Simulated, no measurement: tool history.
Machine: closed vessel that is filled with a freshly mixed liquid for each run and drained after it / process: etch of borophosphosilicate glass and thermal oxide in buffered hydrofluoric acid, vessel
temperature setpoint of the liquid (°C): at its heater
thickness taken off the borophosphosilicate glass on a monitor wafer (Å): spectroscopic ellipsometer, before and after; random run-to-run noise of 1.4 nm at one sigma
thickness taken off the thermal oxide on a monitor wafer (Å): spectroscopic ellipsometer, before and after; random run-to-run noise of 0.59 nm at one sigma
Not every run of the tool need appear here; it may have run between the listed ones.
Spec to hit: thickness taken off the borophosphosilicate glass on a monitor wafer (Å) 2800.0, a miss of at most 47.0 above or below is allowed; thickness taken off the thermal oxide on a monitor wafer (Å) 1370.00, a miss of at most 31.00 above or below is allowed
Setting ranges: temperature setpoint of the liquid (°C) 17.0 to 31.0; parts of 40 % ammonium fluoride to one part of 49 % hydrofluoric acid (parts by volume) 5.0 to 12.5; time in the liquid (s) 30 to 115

run  hour  temperature setpoint of the liquid (°C)  parts of 40 % ammonium fluoride to one part of 49 % hydrofluoric acid (parts by volume)  time in the liquid (s)  thickness taken off the borophosphosilicate glass on a monitor wafer (Å)  thickness taken off the thermal oxide on a monitor wafer (Å)
  1   0.0                                     23.0                                                                                      7.5                      60                                                                    1601.9                                                        790.95
  2   2.9                                     23.0                                                                                      7.5                      75                                                                    2026.7                                                        991.67
  3   8.9                                     23.0                                                                                      7.5                      65                                                                    1755.3                                                        855.11
  4  11.5                                     23.0                                                                                      7.5                      45                                                                    1210.2                                                        594.34
  5  18.1                                     23.0                                                                                      8.5                      45                                                                    1051.1                                                        522.92
  6  26.0                                     24.5                                                                                      8.0                      45                                                                    1213.1                                                        601.59
  7  30.3                                     26.0                                                                                      7.5                      45                                                                    1403.5                                                        697.35
  8  32.1                                     27.0                                                                                      7.0                      45                                                                    1612.2                                                        797.62
  9  41.0                                     28.0                                                                                      6.5                      45                                                                    1819.7                                                        893.76
 10  49.1                                     31.0                                                                                      5.0                      50                                                                    2952.5                                                       1456.70
 11  53.3                                     30.5                                                                                      5.0                      50                                                                    2891.6                                                       1425.70
 12  58.2                                     30.5                                                                                      5.0                      50                                                                    2899.5                                                       1412.20

Which of these 4 next moves meets every target?
  A  63.1                                     31.0                                                                                     12.5                     115                                                                         ?                                                             ?
  B  63.1                                     28.5                                                                                      7.0                      75                                                                         ?                                                             ?
  C  63.1                                     29.0                                                                                      6.0                      65                                                                         ?                                                             ?
  D  63.1                                     28.0                                                                                      5.5                      60                                                                         ?                                                             ?

move  thickness taken off the borophosphosilicate glass on a monitor wafer (Å)  thickness taken off the thermal oxide on a monitor wafer (Å)
   A                                                                    2891.6                                                       1429.30
   B                                                                    2898.6                                                       1424.20
   C                                                                    2953.7                                                       1448.10
   D                                                                    2790.8                                                       1364.80
A: closes in on the targets versus the last run, not all within tolerance yet
B: as far off as the last run
C: its largest miss is bigger than the last run's
D: in spec on every target
D meets every target.

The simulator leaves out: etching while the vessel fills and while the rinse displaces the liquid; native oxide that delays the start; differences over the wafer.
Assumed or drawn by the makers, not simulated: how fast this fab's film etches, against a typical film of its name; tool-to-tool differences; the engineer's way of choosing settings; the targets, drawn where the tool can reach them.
